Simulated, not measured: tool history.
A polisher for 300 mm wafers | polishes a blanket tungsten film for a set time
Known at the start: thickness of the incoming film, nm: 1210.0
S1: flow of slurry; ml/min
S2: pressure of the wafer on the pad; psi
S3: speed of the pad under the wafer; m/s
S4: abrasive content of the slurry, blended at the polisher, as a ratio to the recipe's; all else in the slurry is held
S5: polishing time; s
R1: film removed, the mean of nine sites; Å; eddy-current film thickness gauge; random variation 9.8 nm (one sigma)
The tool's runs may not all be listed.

run	hour	S1	S2	S3	S4	S5	R1
1	0	250	4.9	1	1	92	3797.2
2	2.2	250	4.9	1	1.15	92	3863.4
3	8.8	250	5.7	1	1.15	92	4481.7
4	16.7	250	5.7	1	1.1	92	4352.4
5	20	250	6	1.02	1.1	92	4580.7
6	21.6	250	6.2	1.06	1.1	92	4985
7	30.6	250	6.4	1.08	1.1	92	5187.7
8	34.9	250	6.6	1.1	1.1	92	5421.9
9	38.8	250	6.7	1.12	1.1	92	5629.9
10	46.9	250	6.8	1.14	1.1	92	5827

Run 11 comes next. What will it give?
11	48.1	250	6.9	1.16	1.1	92	?

Run 11 gave R1 5968 Å.

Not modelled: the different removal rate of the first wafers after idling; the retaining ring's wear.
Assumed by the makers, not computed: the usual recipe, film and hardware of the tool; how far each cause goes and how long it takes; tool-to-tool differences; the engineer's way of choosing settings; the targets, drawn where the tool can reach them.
